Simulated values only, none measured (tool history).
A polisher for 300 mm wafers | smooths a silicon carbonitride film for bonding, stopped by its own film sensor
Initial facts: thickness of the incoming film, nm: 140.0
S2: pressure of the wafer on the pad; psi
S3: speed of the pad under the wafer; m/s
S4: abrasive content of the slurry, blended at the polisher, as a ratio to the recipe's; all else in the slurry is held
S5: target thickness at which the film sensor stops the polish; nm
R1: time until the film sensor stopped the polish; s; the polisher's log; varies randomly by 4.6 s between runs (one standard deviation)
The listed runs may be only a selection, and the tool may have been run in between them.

Run 1, hour 0: flow of slurry (ml/min) 220, S2 1.8 psi, S3 0.78 m/s, S4 1, S5 113 nm. Result: R1 139.61 s.
Run 2, hour 7.8: flow of slurry (ml/min) 220, S2 1.7 psi, S3 0.76 m/s, S4 1, S5 113 nm. Result: R1 153.89 s.
Run 3, hour 14.8: flow of slurry (ml/min) 220, S2 1.6 psi, S3 0.76 m/s, S4 1, S5 113 nm. Result: R1 162.1 s.
Run 4, hour 19.4: flow of slurry (ml/min) 220, S2 1.6 psi, S3 0.76 m/s, S4 1.15, S5 113 nm. Result: R1 151.11 s.
Run 5, hour 21.5: flow of slurry (ml/min) 220, S2 1.6 psi, S3 0.66 m/s, S4 1.15, S5 113 nm. Result: R1 169.71 s.
Run 6, hour 24.6: flow of slurry (ml/min) 220, S2 1.5 psi, S3 0.66 m/s, S4 1.15, S5 113 nm. Result: R1 174.38 s.

What will run 7 give?
Run 7, hour 32.8: flow of slurry (ml/min) 220, S2 1.4 psi, S3 0.64 m/s, S4 1.15, S5 113 nm. Result: R1 ?.

Logged for run 7: R1 188.24 s.

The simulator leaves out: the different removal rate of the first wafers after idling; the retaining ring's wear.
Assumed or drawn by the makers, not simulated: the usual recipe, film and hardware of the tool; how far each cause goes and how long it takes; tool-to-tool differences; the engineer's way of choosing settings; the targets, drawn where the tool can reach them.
